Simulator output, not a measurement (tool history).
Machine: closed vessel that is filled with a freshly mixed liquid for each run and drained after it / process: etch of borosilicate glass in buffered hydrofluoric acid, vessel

run  hour  temperature setpoint of the liquid (K)  parts of 40 % ammonium fluoride to one part of 49 % hydrofluoric acid (parts by volume)  time in the liquid (s)  thickness taken off the borosilicate glass on a monitor wafer (angstrom)
  1     0                                  295.15                                                                                        9                      90                                                                    1035.7
  2   4.6                                  295.65                                                                                        9                      90                                                                      1048
  3   6.1                                  296.15                                                                                        9                      90                                                                    1086.3
  4  10.1                                  296.15                                                                                        7                      90                                                                    1430.4
  5  18.8                                  296.15                                                                                        7                      90                                                                    1448.3
  6  25.4                                  295.15                                                                                        7                      90                                                                    1368.6
  7    34                                  294.15                                                                                        7                      90                                                                    1285.3
  8  42.7                                  293.65                                                                                        7                      90                                                                    1248.2
  9  47.6                                  293.65                                                                                        7                      90                                                                    1256.7

Run 10 has not been measured yet. What should we expect?
 10  50.8                                  293.15                                                                                        7                      90                                                                         ?

Run 10 yielded thickness taken off the borosilicate glass on a monitor wafer (angstrom) 1218.2.
